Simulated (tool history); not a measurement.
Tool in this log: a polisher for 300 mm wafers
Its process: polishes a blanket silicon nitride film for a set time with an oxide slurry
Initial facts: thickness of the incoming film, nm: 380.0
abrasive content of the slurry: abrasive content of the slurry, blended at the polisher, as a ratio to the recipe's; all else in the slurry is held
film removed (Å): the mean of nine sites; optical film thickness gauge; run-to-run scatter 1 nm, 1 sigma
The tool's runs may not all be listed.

run	day	flow of slurry (ml/min)	pressure of the wafer on the pad (kPa)	speed of the pad under the wafer (m/s)	abrasive content of the slurry	polishing time (s)	film removed (Å)
1	0.000	155	26.2	1.04	1.0	105	669.11
2	0.183	155	26.2	1.04	0.9	105	624.34
3	0.346	155	21.4	1.04	0.9	105	515.42
4	0.492	155	21.4	1.04	0.9	110	547.22
5	0.550	165	26.2	1.04	0.9	110	664.52
6	0.638	165	30.3	1.04	0.9	110	765.85
7	0.900	190	37.2	1.06	0.9	110	956.63
8	1.008	190	38.6	1.08	0.9	110	1036.70

Run 9 is up next; what results do you expect?
9	1.075	210	40.0	1.08	0.9	110	?

film removed (Å): 1066.00
